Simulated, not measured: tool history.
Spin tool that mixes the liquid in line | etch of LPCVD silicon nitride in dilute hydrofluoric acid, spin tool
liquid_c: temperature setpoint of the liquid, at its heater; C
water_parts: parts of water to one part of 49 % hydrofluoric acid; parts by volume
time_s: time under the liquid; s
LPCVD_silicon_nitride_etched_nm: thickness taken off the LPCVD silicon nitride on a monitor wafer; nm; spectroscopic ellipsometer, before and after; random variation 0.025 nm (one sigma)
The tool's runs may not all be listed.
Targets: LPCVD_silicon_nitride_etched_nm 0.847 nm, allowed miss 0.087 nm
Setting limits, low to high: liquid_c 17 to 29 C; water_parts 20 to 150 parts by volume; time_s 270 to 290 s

| run | hour | liquid_c | water_parts | time_s | LPCVD_silicon_nitride_etched_nm |
|---|---|---|---|---|---|
| 1 | 0 | 21 | 85 | 270 | 1.4829 |
| 2 | 0.8 | 20.5 | 90 | 270 | 1.3207 |
| 3 | 3.8 | 20 | 95 | 270 | 1.2799 |
| 4 | 11.6 | 20 | 70 | 270 | 1.6276 |
| 5 | 14.5 | 19.5 | 80 | 270 | 1.3869 |
| 6 | 19.9 | 19 | 85 | 270 | 1.2544 |
| 7 | 26.5 | 18.5 | 90 | 270 | 1.1347 |
| 8 | 29.2 | 18 | 95 | 270 | 1.0234 |
| 9 | 35.2 | 17.5 | 100 | 270 | 0.94935 |

Below are 5 possible settings for the next run. Only one of them brings all results inside the allowed miss of their targets. Which is it?
| A | 41.2 | 18.5 | 95 | 285 | ? |
| B | 41.2 | 18.5 | 125 | 280 | ? |
| C | 41.2 | 18 | 105 | 290 | ? |
| D | 41.2 | 17 | 130 | 270 | ? |
| E | 41.2 | 17 | 145 | 270 | ? |

| move | LPCVD_silicon_nitride_etched_nm |
|---|---|
| A | 1.1471 |
| B | 0.8632 |
| C | 1.0231 |
| D | 0.72294 |
| E | 0.65066 |
A: the biggest miss grows against the last run
B: hits every target within its allowed miss
C: the biggest miss grows against the last run
D: takes the result that was furthest off past its target
E: takes the result that was furthest off past its target
Correct choice: B, which meets every target

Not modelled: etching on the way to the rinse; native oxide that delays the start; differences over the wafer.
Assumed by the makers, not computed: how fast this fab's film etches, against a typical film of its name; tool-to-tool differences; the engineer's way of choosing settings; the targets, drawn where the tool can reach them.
